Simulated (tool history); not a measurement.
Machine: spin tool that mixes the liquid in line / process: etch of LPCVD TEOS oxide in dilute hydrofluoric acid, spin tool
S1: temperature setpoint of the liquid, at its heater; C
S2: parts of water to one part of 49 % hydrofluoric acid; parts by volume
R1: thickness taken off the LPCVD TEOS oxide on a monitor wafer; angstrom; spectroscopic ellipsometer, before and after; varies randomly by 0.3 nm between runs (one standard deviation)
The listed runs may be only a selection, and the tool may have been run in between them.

run 1 hour=0.0 | S1=25.0 S2=105 time_under_the_liquid_(s)=275 | R1=601.77
run 2 hour=4.3 | S1=23.5 S2=110 time_under_the_liquid_(s)=275 | R1=529.61
run 3 hour=8.5 | S1=23.5 S2=110 time_under_the_liquid_(s)=275 | R1=531.87
run 4 hour=16.2 | S1=23.5 S2=145 time_under_the_liquid_(s)=275 | R1=385.81
run 5 hour=21.9 | S1=23.5 S2=120 time_under_the_liquid_(s)=275 | R1=484.19
run 6 hour=24.2 | S1=23.5 S2=145 time_under_the_liquid_(s)=275 | R1=392.06

Run 7 has not been measured yet. What should we expect?
run 7 hour=25.2 | S1=22.5 S2=145 time_under_the_liquid_(s)=275 | R1=?

{"run 7": {"R1": 367.21}}

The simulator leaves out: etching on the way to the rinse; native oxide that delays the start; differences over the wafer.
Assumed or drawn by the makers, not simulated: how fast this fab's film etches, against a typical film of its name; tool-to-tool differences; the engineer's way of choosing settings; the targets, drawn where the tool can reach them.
